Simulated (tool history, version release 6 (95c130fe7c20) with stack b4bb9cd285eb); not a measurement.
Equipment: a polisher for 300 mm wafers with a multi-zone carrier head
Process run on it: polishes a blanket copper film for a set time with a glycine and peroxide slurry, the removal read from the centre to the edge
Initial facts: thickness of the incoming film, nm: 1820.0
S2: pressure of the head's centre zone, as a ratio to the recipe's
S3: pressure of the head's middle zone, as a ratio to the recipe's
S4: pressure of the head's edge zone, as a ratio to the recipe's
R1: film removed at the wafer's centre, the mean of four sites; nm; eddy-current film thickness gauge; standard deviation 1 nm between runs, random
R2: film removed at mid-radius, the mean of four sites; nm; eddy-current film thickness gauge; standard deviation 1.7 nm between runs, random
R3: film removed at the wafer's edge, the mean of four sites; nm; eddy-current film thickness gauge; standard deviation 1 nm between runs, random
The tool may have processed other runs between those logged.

{"run": 1, "hour": 0.0, "flow of slurry (ml/min)": 145, "S2": 1.0, "S3": 1.0, "S4": 1.0, "polishing time (s)": 32, "R1": 130.44, "R2": 129.45, "R3": 130.68}
{"run": 2, "hour": 8.5, "flow of slurry (ml/min)": 145, "S2": 0.95, "S3": 1.03, "S4": 1.04, "polishing time (s)": 32, "R1": 124.88, "R2": 134.65, "R3": 134.31}
{"run": 3, "hour": 10.1, "flow of slurry (ml/min)": 145, "S2": 0.91, "S3": 1.05, "S4": 1.06, "polishing time (s)": 32, "R1": 115.96, "R2": 137.03, "R3": 136.64}
{"run": 4, "hour": 15.7, "flow of slurry (ml/min)": 145, "S2": 0.91, "S3": 1.11, "S4": 1.06, "polishing time (s)": 32, "R1": 117.0, "R2": 141.63, "R3": 134.86}
{"run": 5, "hour": 20.4, "flow of slurry (ml/min)": 150, "S2": 0.9, "S3": 1.11, "S4": 1.08, "polishing time (s)": 32, "R1": 118.5, "R2": 144.69, "R3": 136.58}
{"run": 6, "hour": 22.7, "flow of slurry (ml/min)": 150, "S2": 0.83, "S3": 1.11, "S4": 1.08, "polishing time (s)": 32, "R1": 108.36, "R2": 143.67, "R3": 135.19}

Predict the results of run 7:
{"run": 7, "hour": 27.3, "flow of slurry (ml/min)": 155, "S2": 0.83, "S3": 1.1, "S4": 1.1, "polishing time (s)": 32, "R1": "?", "R2": "?", "R3": "?"}

Run 7 measured R1 109.27 nm, R2 144.63 nm, R3 139.23 nm.
